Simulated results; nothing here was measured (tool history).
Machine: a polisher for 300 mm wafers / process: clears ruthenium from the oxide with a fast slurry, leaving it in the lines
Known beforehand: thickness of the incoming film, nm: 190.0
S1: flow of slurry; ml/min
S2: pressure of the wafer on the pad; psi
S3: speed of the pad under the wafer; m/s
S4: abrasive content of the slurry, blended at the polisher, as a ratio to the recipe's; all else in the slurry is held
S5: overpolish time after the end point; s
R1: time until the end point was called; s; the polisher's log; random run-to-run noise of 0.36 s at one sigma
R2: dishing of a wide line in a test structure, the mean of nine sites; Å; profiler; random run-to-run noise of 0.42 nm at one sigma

run,hour,S1,S2,S3,S4,S5,R1,R2
1,0.0,175,2.6,1.22,1.0,20,35.842,755.19
2,6.9,175,2.6,1.36,1.0,20,32.219,806.27
3,14.6,175,2.2,1.36,1.0,20,36.468,731.67
4,18.0,175,2.2,1.36,1.0,15,36.618,597.71
5,23.5,215,2.2,1.36,1.0,15,36.006,601.00
6,31.5,215,1.9,1.36,1.0,15,38.466,548.48

Estimate the outcome of run 7 from the log above:
7,36.3,220,1.8,1.38,1.0,14,?,?

Run 7 gave R1 39.615 s, R2 522.20 Å.

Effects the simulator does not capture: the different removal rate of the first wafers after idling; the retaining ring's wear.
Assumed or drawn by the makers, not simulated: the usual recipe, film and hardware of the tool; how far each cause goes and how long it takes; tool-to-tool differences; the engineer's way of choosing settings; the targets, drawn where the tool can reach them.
